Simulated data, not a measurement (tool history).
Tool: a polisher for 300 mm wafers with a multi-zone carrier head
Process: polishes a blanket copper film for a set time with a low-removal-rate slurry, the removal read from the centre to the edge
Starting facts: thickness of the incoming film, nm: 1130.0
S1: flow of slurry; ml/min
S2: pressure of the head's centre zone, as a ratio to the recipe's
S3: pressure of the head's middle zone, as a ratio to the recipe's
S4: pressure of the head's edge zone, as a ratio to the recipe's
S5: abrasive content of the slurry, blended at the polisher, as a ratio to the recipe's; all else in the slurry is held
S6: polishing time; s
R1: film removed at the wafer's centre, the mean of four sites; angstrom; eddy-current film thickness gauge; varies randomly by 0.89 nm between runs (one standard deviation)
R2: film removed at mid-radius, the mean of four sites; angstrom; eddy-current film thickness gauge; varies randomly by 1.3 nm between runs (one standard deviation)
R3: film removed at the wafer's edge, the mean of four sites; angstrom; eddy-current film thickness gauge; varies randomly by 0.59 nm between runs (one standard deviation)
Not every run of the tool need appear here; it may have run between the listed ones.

run  hour   S1    S2    S3    S4    S5  S6       R1       R2       R3
  1   0.0  260  1.00  1.00  1.00  1.00  55  1637.60  1650.60  1681.90
  2   2.6  260  1.00  1.00  1.04  1.00  55  1638.80  1657.20  1687.30
  3   6.9  255  1.00  1.01  1.03  0.95  52  1502.30  1531.20  1556.80
  4  13.7  250  1.00  1.02  1.02  0.90  50  1441.00  1470.30  1487.90
  5  20.8  250  1.00  1.02  1.02  0.90  41  1181.00  1190.90  1222.70
  6  25.5  250  1.00  1.03  1.01  0.85  40  1123.10  1121.30  1150.40
  7  26.6  250  0.99  1.04  1.00  0.80  40  1084.00  1129.10  1129.60
  8  28.7  250  0.99  1.04  0.99  0.75  39  1037.10  1069.10  1071.50
  9  36.5  250  0.98  1.04  0.98  0.70  39  1033.20  1050.90  1036.50
 10  38.6  250  0.98  1.04  0.98  0.70  39  1007.30  1063.80  1051.50
 11  40.7  250  0.98  1.04  0.97  0.70  39  1000.70  1075.20  1032.10
 12  44.8  250  0.98  1.03  0.96  0.70  39   996.91  1045.10  1017.40
 13  45.6  250  0.97  1.02  0.95  0.70  39   993.67  1054.30  1038.20
 14  51.4  220  0.95  1.08  0.88  0.50  30   639.30   686.14   655.40
 15  54.1  235  0.95  1.08  0.88  0.50  30   656.76   704.10   670.11
 16  56.2  250  0.95  1.08  0.89  0.50  30   656.96   728.93   677.60
     61.8  -- slurry nozzle cleaned
 17  61.8  265  0.95  1.07  0.90  0.50  30   721.23   766.17   723.86
 18  62.4  275  0.94  1.07  0.90  0.50  30   726.69   781.18   724.46
 19  68.5  280  0.93  1.06  0.90  0.50  30   721.86   805.28   719.14
 20  76.5  280  0.92  1.04  0.91  0.50  30   709.00   791.67   727.84

What does the tool deliver on the next run?
 21  83.2  285  0.92  1.03  0.92  0.50  30   ?   ?   ?

R1: 709.12 angstrom
R2: 796.07 angstrom
R3: 734.29 angstrom
